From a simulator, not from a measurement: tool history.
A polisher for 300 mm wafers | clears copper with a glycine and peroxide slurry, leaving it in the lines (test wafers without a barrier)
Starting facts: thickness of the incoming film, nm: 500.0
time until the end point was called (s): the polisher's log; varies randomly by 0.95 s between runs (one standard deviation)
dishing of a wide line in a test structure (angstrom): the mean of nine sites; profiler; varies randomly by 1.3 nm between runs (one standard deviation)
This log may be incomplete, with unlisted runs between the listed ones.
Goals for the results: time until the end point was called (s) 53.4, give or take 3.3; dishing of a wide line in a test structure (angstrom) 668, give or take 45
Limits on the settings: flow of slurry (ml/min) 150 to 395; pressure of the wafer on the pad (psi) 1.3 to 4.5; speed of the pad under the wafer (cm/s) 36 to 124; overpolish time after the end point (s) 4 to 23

| run | hour | flow of slurry (ml/min) | pressure of the wafer on the pad (psi) | speed of the pad under the wafer (cm/s) | overpolish time after the end point (s) | time until the end point was called (s) | dishing of a wide line in a test structure (angstrom) |
|---|---|---|---|---|---|---|---|
| 1 | 0 | 250 | 2.9 | 80 | 12 | 84.58 | 442.35 |
| 2 | 9 | 250 | 2.9 | 64 | 12 | 105.18 | 395.86 |
| 3 | 17.7 | 250 | 3.1 | 68 | 12 | 92.751 | 428.15 |
| 4 | 24.2 | 250 | 3.1 | 60 | 12 | 99.065 | 390.39 |
| 5 | 27.2 | 250 | 3.3 | 62 | 12 | 96.895 | 416.01 |
| 6 | 30 | 250 | 3.5 | 68 | 12 | 84.5 | 466.81 |
| 7 | 32 | 255 | 4.3 | 84 | 12 | 59.062 | 575.17 |
| 8 | 40.6 | 255 | 4.4 | 86 | 13 | 55.853 | 617.31 |

5 next moves are on the table. One of them brings every result within its allowed miss. Which?
| A | 49.2 | 270 | 3.8 | 94 | 11 | ? | ? |
| B | 49.2 | 295 | 4.5 | 82 | 10 | ? | ? |
| C | 49.2 | 320 | 4 | 102 | 10 | ? | ? |
| D | 49.2 | 280 | 4.4 | 90 | 10 | ? | ? |
| E | 49.2 | 295 | 3.9 | 104 | 13 | ? | ? |

| move | time until the end point was called (s) | dishing of a wide line in a test structure (angstrom) |
|---|---|---|
| A | 60.475 | 581.04 |
| B | 58.342 | 561.54 |
| C | 53.109 | 595.27 |
| D | 55.136 | 583.45 |
| E | 53.748 | 703.95 |
A: lands further from the targets than the last run did
B: lands further from the targets than the last run did
C: lands further from the targets than the last run did
D: lands further from the targets than the last run did
E: in spec on every target
E meets every target.

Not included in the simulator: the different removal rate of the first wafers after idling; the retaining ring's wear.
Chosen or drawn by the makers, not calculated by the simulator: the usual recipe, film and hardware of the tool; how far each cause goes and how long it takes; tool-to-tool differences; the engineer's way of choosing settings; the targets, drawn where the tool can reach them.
